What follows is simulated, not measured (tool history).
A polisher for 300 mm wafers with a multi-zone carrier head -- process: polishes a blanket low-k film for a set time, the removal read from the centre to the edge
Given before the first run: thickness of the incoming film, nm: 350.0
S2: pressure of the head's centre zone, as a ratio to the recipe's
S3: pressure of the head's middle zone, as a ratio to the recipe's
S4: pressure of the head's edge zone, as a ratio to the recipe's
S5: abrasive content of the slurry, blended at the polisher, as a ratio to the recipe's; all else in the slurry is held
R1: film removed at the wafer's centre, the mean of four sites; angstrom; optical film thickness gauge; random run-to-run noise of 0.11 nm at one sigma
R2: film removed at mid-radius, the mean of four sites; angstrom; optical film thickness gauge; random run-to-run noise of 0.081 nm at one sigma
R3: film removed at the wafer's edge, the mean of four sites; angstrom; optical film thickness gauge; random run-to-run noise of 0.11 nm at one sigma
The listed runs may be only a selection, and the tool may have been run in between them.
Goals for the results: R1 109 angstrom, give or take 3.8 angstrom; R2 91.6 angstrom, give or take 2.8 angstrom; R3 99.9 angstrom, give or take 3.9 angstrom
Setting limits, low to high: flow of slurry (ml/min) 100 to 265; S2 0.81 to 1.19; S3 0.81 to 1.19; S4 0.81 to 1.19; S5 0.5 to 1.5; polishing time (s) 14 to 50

{"run": 1, "day": 0.0, "flow of slurry (ml/min)": 170, "S2": 1, "S3": 1, "S4": 1, "S5": 1, "polishing time (s)": 32, "R1": 114.34, "R2": 112.09, "R3": 116.57}
{"run": 2, "day": 0.212, "flow of slurry (ml/min)": 170, "S2": 1, "S3": 1, "S4": 1, "S5": 1.2, "polishing time (s)": 32, "R1": 124.97, "R2": 119.37, "R3": 123.56}
{"run": 3, "day": 0.392, "flow of slurry (ml/min)": 170, "S2": 1.05, "S3": 1, "S4": 1, "S5": 1.2, "polishing time (s)": 32, "R1": 131.14, "R2": 121.84, "R3": 123.9}
{"run": 4, "day": 0.438, "flow of slurry (ml/min)": 165, "S2": 1.05, "S3": 0.98, "S4": 0.97, "S5": 1.15, "polishing time (s)": 32, "R1": 127.07, "R2": 117.07, "R3": 118.32}
{"run": 5, "day": 0.558, "flow of slurry (ml/min)": 165, "S2": 1.05, "S3": 0.98, "S4": 0.97, "S5": 1.15, "polishing time (s)": 37, "R1": 147.75, "R2": 134.37, "R3": 137.15}
{"run": 6, "day": 0.638, "flow of slurry (ml/min)": 160, "S2": 1.05, "S3": 0.95, "S4": 0.95, "S5": 1.05, "polishing time (s)": 37, "R1": 143.07, "R2": 126.52, "R3": 131.15}
{"run": 7, "day": 0.933, "flow of slurry (ml/min)": 155, "S2": 1.04, "S3": 0.93, "S4": 0.93, "S5": 0.95, "polishing time (s)": 37, "R1": 134.41, "R2": 116.73, "R3": 121.63}
{"run": 8, "day": 1.138, "flow of slurry (ml/min)": 120, "S2": 0.95, "S3": 0.83, "S4": 0.83, "S5": 0.7, "polishing time (s)": 37, "R1": 99.237, "R2": 88.454, "R3": 98.574}
{"run": 9, "day": 1.308, "flow of slurry (ml/min)": 125, "S2": 0.96, "S3": 0.83, "S4": 0.83, "S5": 0.7, "polishing time (s)": 37, "R1": 101.88, "R2": 89.381, "R3": 96.84}
{"run": 10, "day": 1.646, "flow of slurry (ml/min)": 130, "S2": 0.96, "S3": 0.83, "S4": 0.84, "S5": 0.7, "polishing time (s)": 37, "R1": 102.77, "R2": 89.187, "R3": 100.06}
{"run": 11, "day": 1.704, "flow of slurry (ml/min)": 130, "S2": 0.96, "S3": 0.83, "S4": 0.84, "S5": 0.7, "polishing time (s)": 37, "R1": 102.77, "R2": 89.186, "R3": 99.029}
{"run": 12, "day": 1.958, "flow of slurry (ml/min)": 135, "S2": 0.96, "S3": 0.83, "S4": 0.84, "S5": 0.7, "polishing time (s)": 37, "R1": 104.39, "R2": 90.06, "R3": 99.894}
{"run": 13, "day": 2.071, "flow of slurry (ml/min)": 140, "S2": 0.96, "S3": 0.83, "S4": 0.84, "S5": 0.7, "polishing time (s)": 37, "R1": 104.04, "R2": 91.176, "R3": 100.43}

Which of these 4 next moves meets every target?
{"run": "A", "day": 2.183, "flow of slurry (ml/min)": 160, "S2": 0.97, "S3": 0.82, "S4": 0.81, "S5": 0.75, "polishing time (s)": 36, "R1": "?", "R2": "?", "R3": "?"}
{"run": "B", "day": 2.183, "flow of slurry (ml/min)": 105, "S2": 0.99, "S3": 0.81, "S4": 0.92, "S5": 0.75, "polishing time (s)": 35, "R1": "?", "R2": "?", "R3": "?"}
{"run": "C", "day": 2.183, "flow of slurry (ml/min)": 130, "S2": 1.09, "S3": 0.93, "S4": 0.81, "S5": 0.75, "polishing time (s)": 33, "R1": "?", "R2": "?", "R3": "?"}
{"run": "D", "day": 2.183, "flow of slurry (ml/min)": 130, "S2": 0.93, "S3": 0.84, "S4": 0.87, "S5": 0.8, "polishing time (s)": 38, "R1": "?", "R2": "?", "R3": "?"}

move=A R1=109 R2=92.679 R3=102.86
move=B R1=101.57 R2=84.383 R3=101.81
move=C R1=109.14 R2=91.738 R3=92.375
move=D R1=110.68 R2=100.49 R3=113.68
A: all results land within tolerance of their targets
B: its largest miss is bigger than the last run's
C: puts the biggest miss on target and leaves a different result outside tolerance
D: puts the biggest miss on target and leaves a different result outside tolerance
Correct choice: A, which meets every target

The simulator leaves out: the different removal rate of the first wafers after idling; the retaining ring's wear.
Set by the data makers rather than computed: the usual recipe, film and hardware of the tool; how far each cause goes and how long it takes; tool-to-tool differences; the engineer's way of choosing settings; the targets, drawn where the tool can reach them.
